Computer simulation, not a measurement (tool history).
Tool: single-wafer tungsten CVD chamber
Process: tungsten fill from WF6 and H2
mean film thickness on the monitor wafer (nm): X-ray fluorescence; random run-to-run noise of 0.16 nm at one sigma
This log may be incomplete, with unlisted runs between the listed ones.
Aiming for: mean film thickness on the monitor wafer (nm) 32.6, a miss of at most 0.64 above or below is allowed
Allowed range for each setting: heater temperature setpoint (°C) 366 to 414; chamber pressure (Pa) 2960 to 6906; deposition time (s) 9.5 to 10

| run | hour | heater temperature setpoint (°C) | chamber pressure (Pa) | deposition time (s) | mean film thickness on the monitor wafer (nm) |
|---|---|---|---|---|---|
| 1 | 0 | 390 | 4933 | 10 | 26.504 |
| 2 | 7.5 | 380 | 4933 | 10 | 21.132 |
| 3 | 9.7 | 376 | 4933 | 10 | 19.218 |
| 4 | 10.9 | 383 | 4960 | 10 | 22.612 |
| 5 | 14.6 | 391 | 4960 | 10 | 27.197 |
| 6 | 19.9 | 391 | 4960 | 9.5 | 25.717 |
| 7 | 27.4 | 391 | 4960 | 9.5 | 25.894 |
| 8 | 33.8 | 394 | 4973 | 9.5 | 27.69 |
| 9 | 39.2 | 396 | 4986 | 9.5 | 28.782 |

Exactly one of the 4 candidate moves below puts every result within its allowed miss. Which one?
| A | 44.6 | 391 | 6853 | 9.8 | ? |
| B | 44.6 | 390 | 4973 | 9.7 | ? |
| C | 44.6 | 395 | 5346 | 10 | ? |
| D | 44.6 | 398 | 4933 | 10 | ? |

| move | mean film thickness on the monitor wafer (nm) |
|---|---|
| A | 32.454 |
| B | 25.853 |
| C | 31.122 |
| D | 31.483 |
A: all results land within tolerance of their targets
B: its largest miss is bigger than the last run's
C: nearer than the last run, and not there yet
D: nearer than the last run, and not there yet
A meets every target.
